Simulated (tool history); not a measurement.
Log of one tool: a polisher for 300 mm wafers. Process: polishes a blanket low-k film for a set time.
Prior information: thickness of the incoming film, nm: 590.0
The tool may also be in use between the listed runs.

run,hour,flow of slurry (ml/min),pressure of the wafer on the pad (psi),speed of the pad under the wafer (cm/s),abrasive content of the slurry,polishing time (s),film removed (angstrom)
1,0.0,275,1.3,92,1.00,117,314.21
2,7.5,275,1.3,92,1.15,117,332.41
3,14.8,275,1.3,100,1.15,117,360.74
4,18.9,315,1.3,100,1.15,117,361.13
# hour 27.4: head pressure recalibrated
5,27.4,315,1.3,100,1.00,117,323.37
6,29.9,315,1.4,100,1.00,117,343.45
7,31.4,315,1.5,100,1.00,117,368.58
8,38.5,315,1.6,100,1.00,117,391.88
9,42.4,310,1.9,100,1.00,117,468.64
10,45.2,310,2.0,100,1.00,117,492.55
11,53.8,310,2.1,100,1.00,117,511.85

Predict the results of run 12:
12,55.6,310,2.1,100,1.00,117,?

film removed (angstrom): 507.03
